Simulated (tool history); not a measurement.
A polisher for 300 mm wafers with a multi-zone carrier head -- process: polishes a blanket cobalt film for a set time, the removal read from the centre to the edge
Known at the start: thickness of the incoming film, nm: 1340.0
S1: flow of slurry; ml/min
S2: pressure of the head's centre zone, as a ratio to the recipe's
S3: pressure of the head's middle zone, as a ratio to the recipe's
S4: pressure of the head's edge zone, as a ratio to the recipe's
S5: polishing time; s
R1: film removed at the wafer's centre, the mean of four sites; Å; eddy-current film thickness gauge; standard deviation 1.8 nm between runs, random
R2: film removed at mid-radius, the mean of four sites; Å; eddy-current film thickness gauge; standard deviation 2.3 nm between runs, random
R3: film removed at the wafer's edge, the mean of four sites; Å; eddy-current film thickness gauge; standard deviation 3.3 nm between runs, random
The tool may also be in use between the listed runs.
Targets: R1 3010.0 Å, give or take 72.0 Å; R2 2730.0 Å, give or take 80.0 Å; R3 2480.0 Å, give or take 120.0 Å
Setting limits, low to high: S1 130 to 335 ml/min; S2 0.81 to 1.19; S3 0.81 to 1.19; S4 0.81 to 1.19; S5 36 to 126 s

| run | hour | S1 | S2 | S3 | S4 | S5 | R1 | R2 | R3 |
|---|---|---|---|---|---|---|---|---|---|
| 1 | 0.0 | 215 | 1.00 | 1.00 | 1.00 | 81 | 2020.7 | 1982.5 | 2041.0 |
| 2 | 4.1 | 215 | 1.00 | 1.00 | 1.00 | 99 | 2451.8 | 2386.2 | 2448.5 |
| 3 | 6.3 | 235 | 1.04 | 1.03 | 0.99 | 99 | 2583.4 | 2486.7 | 2463.7 |
| 4 | 7.5 | 250 | 1.07 | 1.05 | 0.98 | 99 | 2660.0 | 2507.6 | 2470.3 |
| 5 | 12.9 | 250 | 1.07 | 1.11 | 0.98 | 99 | 2672.7 | 2563.7 | 2506.7 |
| 6 | 18.3 | 250 | 1.07 | 1.11 | 0.98 | 117 | 3152.1 | 3061.6 | 2906.4 |
|  | 23.7 | slurry nozzle cleaned |
| 7 | 23.7 | 250 | 1.07 | 1.11 | 0.98 | 117 | 3267.6 | 3127.3 | 3038.9 |
| 8 | 31.1 | 240 | 1.08 | 1.09 | 0.93 | 115 | 3249.6 | 3055.7 | 2873.4 |
| 9 | 34.3 | 235 | 1.08 | 1.07 | 0.90 | 112 | 3152.5 | 2942.0 | 2828.3 |

Below are 5 possible settings for the next run. Only one of them brings all results inside the allowed miss of their targets. Which is it?
| A | 37.5 | 220 | 1.03 | 1.01 | 0.90 | 110 | ? | ? | ? |
| B | 37.5 | 250 | 1.08 | 1.17 | 0.89 | 105 | ? | ? | ? |
| C | 37.5 | 305 | 1.15 | 1.19 | 0.81 | 112 | ? | ? | ? |
| D | 37.5 | 305 | 1.13 | 1.09 | 0.85 | 101 | ? | ? | ? |
| E | 37.5 | 135 | 1.05 | 0.91 | 0.97 | 113 | ? | ? | ? |

| move | R1 | R2 | R3 |
|---|---|---|---|
| A | 2953.5 | 2768.6 | 2705.4 |
| B | 2999.2 | 2941.0 | 2592.8 |
| C | 3473.7 | 3226.3 | 2726.9 |
| D | 3076.0 | 2746.2 | 2495.0 |
| E | 2919.1 | 2533.1 | 2741.1 |
A: an improvement on the last run, though not all results are within tolerance
B: corrects the largest miss of the last run, while another result sits out of spec
C: the biggest miss grows against the last run
D: all results in spec
E: an improvement on the last run, though not all results are within tolerance
So the answer is move D, the one that meets all the targets.
